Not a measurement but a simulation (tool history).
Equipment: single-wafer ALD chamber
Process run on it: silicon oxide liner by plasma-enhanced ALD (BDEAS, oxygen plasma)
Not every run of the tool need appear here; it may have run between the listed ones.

run  hour  heater temperature setpoint (K)  number of ALD cycles (cycles)  mean film thickness on the monitor wafer (nm)
  1     0                           588.15                             34                                         3.0982
  2   5.5                           589.15                             32                                         2.9333
  3  11.3                           579.15                             32                                         2.9849
  4  15.8                           582.15                             31                                          2.861
  5  19.4                           584.15                             30                                         2.7625
  6  28.1                           584.15                             28                                          2.574
  7  34.6                           584.15                             28                                         2.5691
  8  37.8                           587.15                             28                                         2.5726

What will run 9 give?
  9    41                           588.15                             28                                              ?

{"run 9": {"mean film thickness on the monitor wafer (nm)": 2.5488}}
